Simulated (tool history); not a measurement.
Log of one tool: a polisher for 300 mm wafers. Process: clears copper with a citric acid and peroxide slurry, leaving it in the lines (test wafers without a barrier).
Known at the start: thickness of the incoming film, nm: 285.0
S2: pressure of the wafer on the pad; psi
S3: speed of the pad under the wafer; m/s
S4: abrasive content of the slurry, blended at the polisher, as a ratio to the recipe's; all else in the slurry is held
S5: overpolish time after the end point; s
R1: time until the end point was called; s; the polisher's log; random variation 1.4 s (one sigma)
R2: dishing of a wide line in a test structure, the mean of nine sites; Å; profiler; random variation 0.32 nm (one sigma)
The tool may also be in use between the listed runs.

Run 1, day 0.000: flow of slurry (ml/min) 315, S2 2.5 psi, S3 1.42 m/s, S4 1.0, S5 12 s. Result: R1 101.800 s, R2 140.81 Å.
Run 2, day 0.167: flow of slurry (ml/min) 315, S2 2.6 psi, S3 1.42 m/s, S4 1.0, S5 12 s. Result: R1 98.147 s, R2 150.20 Å.
Run 3, day 0.408: flow of slurry (ml/min) 315, S2 2.6 psi, S3 1.14 m/s, S4 1.0, S5 12 s. Result: R1 120.040 s, R2 136.07 Å.
Run 4, day 0.692: flow of slurry (ml/min) 315, S2 2.6 psi, S3 1.14 m/s, S4 1.0, S5 16 s. Result: R1 117.840 s, R2 147.52 Å.
Run 5, day 0.838: flow of slurry (ml/min) 315, S2 2.6 psi, S3 1.14 m/s, S4 1.0, S5 18 s. Result: R1 116.870 s, R2 158.40 Å.
Run 6, day 1.212: flow of slurry (ml/min) 315, S2 2.6 psi, S3 1.14 m/s, S4 1.0, S5 13 s. Result: R1 118.170 s, R2 136.66 Å.
Run 7, day 1.421: flow of slurry (ml/min) 315, S2 2.7 psi, S3 1.14 m/s, S4 1.0, S5 13 s. Result: R1 116.640 s, R2 140.07 Å.
Run 8, day 1.654: flow of slurry (ml/min) 315, S2 2.9 psi, S3 1.16 m/s, S4 1.0, S5 13 s. Result: R1 108.670 s, R2 148.68 Å.
Run 9, day 1.962: flow of slurry (ml/min) 315, S2 3.0 psi, S3 1.18 m/s, S4 1.0, S5 13 s. Result: R1 100.540 s, R2 147.88 Å.
Run 10, day 2.233: flow of slurry (ml/min) 315, S2 3.1 psi, S3 1.18 m/s, S4 1.0, S5 13 s. Result: R1 98.156 s, R2 147.99 Å.
Run 11, day 2.338: flow of slurry (ml/min) 315, S2 3.2 psi, S3 1.18 m/s, S4 1.0, S5 14 s. Result: R1 97.589 s, R2 152.77 Å.
Run 12, day 2.708: flow of slurry (ml/min) 315, S2 3.2 psi, S3 1.18 m/s, S4 1.0, S5 14 s. Result: R1 96.838 s, R2 151.36 Å.
Run 13, day 2.892: flow of slurry (ml/min) 315, S2 3.3 psi, S3 1.20 m/s, S4 1.0, S5 15 s. Result: R1 92.166 s, R2 163.06 Å.

Run 14 comes next. What will it give?
Run 14, day 3.175: flow of slurry (ml/min) 315, S2 3.3 psi, S3 1.20 m/s, S4 1.0, S5 15 s. Result: R1 ?, R2 ?.

{"run 14": {"R1": 92.136, "R2": 163.42}}
